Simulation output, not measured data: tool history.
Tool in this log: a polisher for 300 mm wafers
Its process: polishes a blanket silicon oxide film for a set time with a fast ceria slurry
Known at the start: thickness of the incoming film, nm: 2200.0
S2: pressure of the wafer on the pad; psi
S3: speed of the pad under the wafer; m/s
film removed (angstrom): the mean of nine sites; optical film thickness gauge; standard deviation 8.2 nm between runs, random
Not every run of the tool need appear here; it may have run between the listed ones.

Run 1, hour 0: flow of slurry (ml/min) 255, S2 1.7 psi, S3 0.86 m/s, polishing time (s) 47. Result: film removed (angstrom) 4315.5.
Run 2, hour 3.2: flow of slurry (ml/min) 255, S2 1.7 psi, S3 1.06 m/s, polishing time (s) 47. Result: film removed (angstrom) 5318.
Run 3, hour 10.1: flow of slurry (ml/min) 255, S2 1.3 psi, S3 1.06 m/s, polishing time (s) 47. Result: film removed (angstrom) 4101.5.
Run 4, hour 11.3: flow of slurry (ml/min) 255, S2 1.6 psi, S3 1.06 m/s, polishing time (s) 47. Result: film removed (angstrom) 4977.1.
Run 5, hour 16.4: flow of slurry (ml/min) 255, S2 1.6 psi, S3 1.06 m/s, polishing time (s) 49. Result: film removed (angstrom) 5221.6.
Run 6, hour 24.5: flow of slurry (ml/min) 255, S2 1.8 psi, S3 1.06 m/s, polishing time (s) 49. Result: film removed (angstrom) 5733.5.
Run 7, hour 28.4: flow of slurry (ml/min) 255, S2 1.9 psi, S3 1.06 m/s, polishing time (s) 49. Result: film removed (angstrom) 6011.4.

Forecast run 8:
Run 8, hour 30.8: flow of slurry (ml/min) 255, S2 2 psi, S3 1.06 m/s, polishing time (s) 49. Result: film removed (angstrom) ?.

For run 8 the tool returned film removed (angstrom) 6373.1.

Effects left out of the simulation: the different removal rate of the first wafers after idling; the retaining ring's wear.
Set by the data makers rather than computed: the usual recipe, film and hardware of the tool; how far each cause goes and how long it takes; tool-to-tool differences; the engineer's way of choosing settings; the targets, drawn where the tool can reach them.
